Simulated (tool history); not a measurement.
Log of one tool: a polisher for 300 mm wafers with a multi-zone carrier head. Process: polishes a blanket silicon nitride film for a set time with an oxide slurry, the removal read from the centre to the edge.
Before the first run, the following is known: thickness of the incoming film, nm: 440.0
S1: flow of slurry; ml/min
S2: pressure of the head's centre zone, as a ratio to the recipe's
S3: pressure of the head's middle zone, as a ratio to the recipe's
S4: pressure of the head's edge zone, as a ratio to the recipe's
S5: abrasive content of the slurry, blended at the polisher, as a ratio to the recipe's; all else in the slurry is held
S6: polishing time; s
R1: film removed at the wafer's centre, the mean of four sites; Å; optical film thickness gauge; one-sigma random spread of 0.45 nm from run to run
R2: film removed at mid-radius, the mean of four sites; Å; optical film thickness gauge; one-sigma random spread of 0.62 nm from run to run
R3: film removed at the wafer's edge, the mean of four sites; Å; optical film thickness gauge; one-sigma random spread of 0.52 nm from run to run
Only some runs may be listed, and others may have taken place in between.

run 1 hour=0 | S1=285 S2=1 S3=1 S4=1 S5=1 S6=51 | R1=277.15 R2=290.24 R3=287.3
run 2 hour=2.5 | S1=285 S2=1 S3=1 S4=1 S5=0.9 S6=51 | R1=268.5 R2=270.28 R3=276.9
run 3 hour=8.2 | S1=285 S2=1 S3=1 S4=1 S5=0.9 S6=44 | R1=227.65 R2=233.47 R3=239.57
run 4 hour=12.7 | S1=285 S2=1.02 S3=0.98 S4=1.05 S5=1.1 S6=49 | R1=285.98 R2=276.04 R3=291.24
run 5 hour=21.7 | S1=285 S2=1.01 S3=0.98 S4=1.08 S5=1.25 S6=53 | R1=317.73 R2=309.32 R3=337
run 6 hour=26.3 | S1=285 S2=1.01 S3=0.98 S4=1.08 S5=1.4 S6=53 | R1=323.96 R2=334.92 R3=345.72
run 7 hour=30.4 | S1=290 S2=1.03 S3=0.99 S4=1.1 S5=1.45 S6=56 | R1=361.81 R2=345.83 R3=374.52
run 8 hour=38.7 | S1=290 S2=1.03 S3=1.01 S4=1.1 S5=1.45 S6=59 | R1=373.34 R2=371.03 R3=399.79

Run 9, settings as shown, results not yet in. Your forecast:
run 9 hour=44.7 | S1=295 S2=1.04 S3=1.03 S4=1.09 S5=1.45 S6=61 | R1=? R2=? R3=?

{"run 9": {"R1": 394.91, "R2": 392.08, "R3": 409.46}}

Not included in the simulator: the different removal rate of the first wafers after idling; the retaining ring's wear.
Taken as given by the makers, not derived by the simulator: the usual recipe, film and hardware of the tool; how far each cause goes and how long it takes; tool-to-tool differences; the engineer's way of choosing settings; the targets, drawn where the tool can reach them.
